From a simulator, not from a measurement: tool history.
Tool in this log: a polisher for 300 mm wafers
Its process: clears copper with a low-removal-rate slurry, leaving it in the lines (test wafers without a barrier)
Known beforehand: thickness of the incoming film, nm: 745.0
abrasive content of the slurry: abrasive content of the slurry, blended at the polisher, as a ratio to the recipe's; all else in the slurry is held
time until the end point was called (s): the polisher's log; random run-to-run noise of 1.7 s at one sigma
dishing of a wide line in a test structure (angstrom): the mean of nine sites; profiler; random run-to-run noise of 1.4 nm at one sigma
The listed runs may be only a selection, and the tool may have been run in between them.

run	day	flow of slurry (ml/min)	pressure of the wafer on the pad (kPa)	speed of the pad under the wafer (m/s)	abrasive content of the slurry	overpolish time after the end point (s)	time until the end point was called (s)	dishing of a wide line in a test structure (angstrom)
1	0	160	26.2	1.28	1	18	143.79	572.13
2	0.329	160	31.7	1.28	1	18	127.01	640.9
3	0.638	160	32.4	1.28	1	18	126.72	659.65
4	0.792	160	33.1	1.28	1	18	124.46	666.99
5	0.938	160	33.1	1.44	1	18	113.02	700.74
6	1.296	160	33.8	1.44	1	18	108.06	704.54

For run 7, what comes out?
7	1.362	160	34.5	1.44	1	18	?	?

time until the end point was called (s): 107.95
dishing of a wide line in a test structure (angstrom): 718.34
